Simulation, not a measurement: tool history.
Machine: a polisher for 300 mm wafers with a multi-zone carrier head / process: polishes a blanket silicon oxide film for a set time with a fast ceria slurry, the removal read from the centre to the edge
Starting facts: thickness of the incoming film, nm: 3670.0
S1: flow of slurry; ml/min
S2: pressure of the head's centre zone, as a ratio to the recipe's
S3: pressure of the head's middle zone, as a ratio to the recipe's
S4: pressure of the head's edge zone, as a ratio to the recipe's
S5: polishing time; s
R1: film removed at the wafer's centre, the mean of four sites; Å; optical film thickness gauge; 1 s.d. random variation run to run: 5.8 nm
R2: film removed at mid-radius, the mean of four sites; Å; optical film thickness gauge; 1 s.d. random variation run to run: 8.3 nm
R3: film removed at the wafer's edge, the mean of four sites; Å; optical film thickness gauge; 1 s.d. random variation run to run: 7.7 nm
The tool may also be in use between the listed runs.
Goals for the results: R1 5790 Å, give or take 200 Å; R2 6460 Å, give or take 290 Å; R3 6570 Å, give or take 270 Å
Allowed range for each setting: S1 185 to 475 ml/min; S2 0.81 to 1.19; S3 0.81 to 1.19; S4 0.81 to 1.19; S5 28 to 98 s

{"run": 1, "day": 0.0, "S1": 305, "S2": 1, "S3": 1, "S4": 1, "S5": 63, "R1": 8131.9, "R2": 8183.1, "R3": 8001.6}
{"run": 2, "day": 0.3, "S1": 305, "S2": 1, "S3": 1.09, "S4": 1, "S5": 63, "R1": 8189.2, "R2": 8859.8, "R3": 8049.1}
{"run": 3, "day": 0.608, "S1": 305, "S2": 1, "S3": 1.17, "S4": 1, "S5": 63, "R1": 8158.1, "R2": 9264.1, "R3": 8008.2}
{"run": 4, "day": 0.754, "S1": 305, "S2": 0.92, "S3": 1.17, "S4": 1, "S5": 63, "R1": 7486.9, "R2": 9599.6, "R3": 7940.8}
{"run": 5, "day": 0.842, "S1": 230, "S2": 0.92, "S3": 1.17, "S4": 1, "S5": 63, "R1": 7301.1, "R2": 9243.3, "R3": 8045.2}
{"run": 6, "day": 1.104, "S1": 230, "S2": 0.92, "S3": 1.17, "S4": 0.91, "S5": 63, "R1": 7411, "R2": 9352.9, "R3": 7482.5}
{"run": 7, "day": 1.317, "S1": 225, "S2": 0.92, "S3": 1.15, "S4": 0.92, "S5": 62, "R1": 7130, "R2": 9033.6, "R3": 7393.9}
{"day": 1.433, "done": "slurry nozzle cleaned"}
{"run": 8, "day": 1.433, "S1": 220, "S2": 0.92, "S3": 1.12, "S4": 0.92, "S5": 61, "R1": 7250, "R2": 8797.4, "R3": 7443.6}
{"run": 9, "day": 1.583, "S1": 215, "S2": 0.92, "S3": 1.1, "S4": 0.93, "S5": 59, "R1": 7111.5, "R2": 8262.3, "R3": 7285.4}
{"run": 10, "day": 1.808, "S1": 210, "S2": 0.91, "S3": 1.09, "S4": 0.94, "S5": 58, "R1": 6811.4, "R2": 7993.9, "R3": 7154}
{"run": 11, "day": 1.954, "S1": 210, "S2": 0.9, "S3": 1.08, "S4": 0.94, "S5": 57, "R1": 6613.2, "R2": 8007.6, "R3": 6906.4}
{"run": 12, "day": 2.312, "S1": 205, "S2": 0.9, "S3": 1.06, "S4": 0.95, "S5": 56, "R1": 6472.1, "R2": 7516.2, "R3": 6869.3}
{"run": 13, "day": 2.658, "S1": 205, "S2": 0.89, "S3": 1.05, "S4": 0.95, "S5": 56, "R1": 6401, "R2": 7749.1, "R3": 6919.9}
{"run": 14, "day": 2.796, "S1": 190, "S2": 0.9, "S3": 0.95, "S4": 1.05, "S5": 48, "R1": 5411.3, "R2": 6010.2, "R3": 6115.5}

Next run, 4 choices. One meets every target within its allowed miss, the rest don't. Which?
{"run": "A", "day": 2.933, "S1": 230, "S2": 0.93, "S3": 1.14, "S4": 0.85, "S5": 45, "R1": "?", "R2": "?", "R3": "?"}
{"run": "B", "day": 2.933, "S1": 190, "S2": 0.86, "S3": 0.94, "S4": 0.97, "S5": 53, "R1": "?", "R2": "?", "R3": "?"}
{"run": "C", "day": 2.933, "S1": 200, "S2": 0.93, "S3": 0.93, "S4": 0.96, "S5": 47, "R1": "?", "R2": "?", "R3": "?"}
{"run": "D", "day": 2.933, "S1": 190, "S2": 0.94, "S3": 0.87, "S4": 1.08, "S5": 51, "R1": "?", "R2": "?", "R3": "?"}

move=A R1=5546.9 R2=6631.1 R3=5334.9
move=B R1=5950.1 R2=6554.3 R3=6636.6
move=C R1=5729.6 R2=5776.9 R3=5871.1
move=D R1=6259.8 R2=5910.9 R3=6736.6
A: misses by more than the last run did
B: hits every target within its allowed miss
C: brings the result that was furthest off to its target, and leaves another outside
D: moves the result that the last run missed by most past its target, out the other side
The move that meets every target is B.
